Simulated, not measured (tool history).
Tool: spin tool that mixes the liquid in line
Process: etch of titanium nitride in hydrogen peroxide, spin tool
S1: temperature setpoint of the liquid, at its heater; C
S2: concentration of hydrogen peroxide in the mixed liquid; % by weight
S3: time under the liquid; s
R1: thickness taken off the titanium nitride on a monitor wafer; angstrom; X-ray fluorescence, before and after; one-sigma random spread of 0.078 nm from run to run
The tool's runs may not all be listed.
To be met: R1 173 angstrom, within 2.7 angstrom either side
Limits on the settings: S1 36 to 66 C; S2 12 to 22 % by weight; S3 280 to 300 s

run  hour    S1  S2   S3      R1
  1     0    52  15  280   76.62
  2   8.2  54.5  15  280  92.082
  3  10.8  47.5  15  280    55.3
  4  13.3  47.5  15  300  59.635
  5  16.5  50.5  15  300  74.256
  6  20.4  50.5  15  280  69.072
  7  26.2  58.5  15  280  120.95
  8  30.8  59.5  15  280  129.97
  9  38.9  60.5  15  280   139.2
 10  39.6    61  15  280  144.69
 11  47.7    61  15  280   143.7

Exactly one of the 4 candidate moves below puts every result within its allowed miss. Which one?
  A  55.8  59.5    16  280   ?
  B  55.8    58  15.5  280   ?
  C  55.8    61    18  300   ?
  D  55.8  62.5    16  300   ?

move      R1
   A  131.95
   B  118.27
   C  160.48
   D  173.14
A: moves away from the targets compared with the last run
B: moves away from the targets compared with the last run
C: better than the last run, though not everything is in spec
D: every result within its allowed miss
The right move is D.
